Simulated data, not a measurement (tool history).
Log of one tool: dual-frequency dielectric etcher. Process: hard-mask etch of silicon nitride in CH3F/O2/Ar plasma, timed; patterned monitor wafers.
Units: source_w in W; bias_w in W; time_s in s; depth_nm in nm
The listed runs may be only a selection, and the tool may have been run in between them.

run,hour,source_w,bias_w,time_s,depth_nm
1,0,370,78,115,80.303
2,5.3,370,68,115,76.629
3,13.5,360,67,115,76.32
4,20.4,420,67,115,78.072
5,28,420,66,115,77.99
6,30.6,410,65,115,76.984
7,38.3,410,65,115,77.098

Expected results for the next run?
8,40.6,410,65,115,?

Run 8 produced depth_nm 77.743 nm.

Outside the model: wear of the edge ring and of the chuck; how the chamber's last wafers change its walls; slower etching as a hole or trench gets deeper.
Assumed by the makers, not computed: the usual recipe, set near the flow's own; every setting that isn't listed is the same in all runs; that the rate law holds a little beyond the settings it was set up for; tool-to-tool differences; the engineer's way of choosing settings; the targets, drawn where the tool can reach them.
